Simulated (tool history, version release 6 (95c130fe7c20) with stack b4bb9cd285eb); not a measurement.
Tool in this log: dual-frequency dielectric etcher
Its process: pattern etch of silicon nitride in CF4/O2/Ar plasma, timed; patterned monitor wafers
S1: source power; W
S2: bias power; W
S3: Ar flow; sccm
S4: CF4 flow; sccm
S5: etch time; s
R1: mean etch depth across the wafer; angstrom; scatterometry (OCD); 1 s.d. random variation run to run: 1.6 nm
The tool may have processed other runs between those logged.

run	day	S1	S2	S3	S4	S5	R1
1	0.000	440	67	102	103	393.0	7917.8
2	0.092	370	67	102	103	393.0	6586.2
3	0.133	360	67	102	103	393.0	6390.0
4	0.483	350	67	102	103	393.0	6182.2
5	0.696	350	67	102	103	410.5	6455.7
6	0.804	350	67	102	116	410.5	6559.8
7	0.838	340	67	102	116	410.5	6317.1
8	1.017	330	67	102	116	410.5	6105.7
9	1.238	260	62	104	114	409.5	4476.3

The next listed run, before its measurement:
10	1.588	280	62	104	114	409.5	?

R1: 4904.8 angstrom
